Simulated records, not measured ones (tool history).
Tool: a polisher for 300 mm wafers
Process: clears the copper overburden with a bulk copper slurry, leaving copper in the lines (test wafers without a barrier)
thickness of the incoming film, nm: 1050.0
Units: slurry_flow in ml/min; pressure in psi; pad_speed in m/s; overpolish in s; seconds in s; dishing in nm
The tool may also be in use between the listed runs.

| run | hour | slurry_flow | pressure | pad_speed | slurry_solids | overpolish | seconds | dishing |
|---|---|---|---|---|---|---|---|---|
| 1 | 0 | 305 | 2.8 | 0.98 | 1 | 29 | 115.32 | 74.676 |
| 2 | 6.8 | 305 | 3 | 1.02 | 1 | 24 | 105.45 | 75.346 |
| 3 | 8.7 | 305 | 2.7 | 1.02 | 1 | 24 | 113.34 | 73.402 |
| 4 | 12.8 | 310 | 2.8 | 1.06 | 1 | 20 | 109.55 | 69.665 |
| 5 | 17.9 | 255 | 2.8 | 1.06 | 1 | 20 | 111.44 | 69.347 |
| 6 | 24.1 | 255 | 3 | 1.08 | 1 | 18 | 102.78 | 70.144 |
| 7 | 30 | 255 | 3.2 | 1.1 | 1 | 16 | 98.091 | 68.787 |

Run 8 comes next. What will it give?
| 8 | 33.9 | 255 | 3.4 | 1.1 | 1 | 16 | ? | ? |

Run 8 gave seconds 96.044 s, dishing 71.92 nm.
